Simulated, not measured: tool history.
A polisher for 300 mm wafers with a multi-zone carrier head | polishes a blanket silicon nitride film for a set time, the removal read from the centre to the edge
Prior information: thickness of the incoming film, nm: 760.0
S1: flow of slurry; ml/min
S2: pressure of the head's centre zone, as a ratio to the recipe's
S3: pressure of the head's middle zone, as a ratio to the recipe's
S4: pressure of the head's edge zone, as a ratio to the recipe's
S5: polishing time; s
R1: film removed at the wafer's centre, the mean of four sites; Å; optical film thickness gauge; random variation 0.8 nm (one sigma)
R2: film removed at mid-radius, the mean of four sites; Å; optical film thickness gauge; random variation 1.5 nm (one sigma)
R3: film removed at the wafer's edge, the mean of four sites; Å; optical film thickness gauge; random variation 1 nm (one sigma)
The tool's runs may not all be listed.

run  hour   S1    S2    S3    S4  S5       R1       R2       R3
  1   0.0  295  1.00  1.00  1.00  49   949.87   955.88   965.23
  2   2.4  365  1.00  1.00  1.00  49   977.29   978.06   986.03
  3   3.7  365  1.06  1.00  1.00  49  1038.40   970.48   981.05
  4  10.6  365  1.05  1.00  1.04  52  1100.70  1021.90  1062.60
  5  19.0  400  1.05  1.00  1.04  52  1077.50  1027.10  1068.00
  6  21.0  410  1.05  1.01  1.07  54  1125.70  1087.80  1117.40

Run 7 has not been measured yet. What should we expect?
  7  28.0  415  1.05  1.00  1.09  56   ?   ?   ?

R1: 1174.70 Å
R2: 1128.90 Å
R3: 1178.70 Å
